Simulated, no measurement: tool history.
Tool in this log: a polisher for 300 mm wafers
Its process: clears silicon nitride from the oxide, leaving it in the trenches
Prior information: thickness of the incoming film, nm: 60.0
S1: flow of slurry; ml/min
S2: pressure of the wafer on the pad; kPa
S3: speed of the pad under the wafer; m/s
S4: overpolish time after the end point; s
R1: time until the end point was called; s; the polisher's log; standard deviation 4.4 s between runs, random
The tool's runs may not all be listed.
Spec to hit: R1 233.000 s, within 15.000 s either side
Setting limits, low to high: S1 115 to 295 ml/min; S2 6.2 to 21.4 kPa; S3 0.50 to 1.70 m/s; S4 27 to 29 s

run	day	S1	S2	S3	S4	R1
1	0.000	190	13.8	1.10	27	76.954
2	0.117	185	11.7	0.94	27	102.320
3	0.433	220	11.7	0.94	27	103.110
4	0.462	220	11.7	1.14	27	87.669
5	0.783	220	11.7	0.90	27	112.260
6	0.946	220	11.7	1.10	27	92.615
7	1.221	225	10.3	0.94	27	117.670
8	1.533	215	6.2	0.64	27	282.440
9	1.575	215	6.9	0.64	27	252.340

Next run, 4 choices. One meets every target within its allowed miss, the rest don't. Which?
A	1.617	205	7.6	0.62	29	?
B	1.617	220	6.2	0.64	29	?
C	1.617	210	6.2	0.64	27	?
D	1.617	230	7.6	0.52	27	?

move	R1
A	242.160
B	281.540
C	283.030
D	282.180
A: all results in spec
B: its largest miss is bigger than the last run's
C: its largest miss is bigger than the last run's
D: its largest miss is bigger than the last run's
So the answer is move A, the one that meets all the targets.

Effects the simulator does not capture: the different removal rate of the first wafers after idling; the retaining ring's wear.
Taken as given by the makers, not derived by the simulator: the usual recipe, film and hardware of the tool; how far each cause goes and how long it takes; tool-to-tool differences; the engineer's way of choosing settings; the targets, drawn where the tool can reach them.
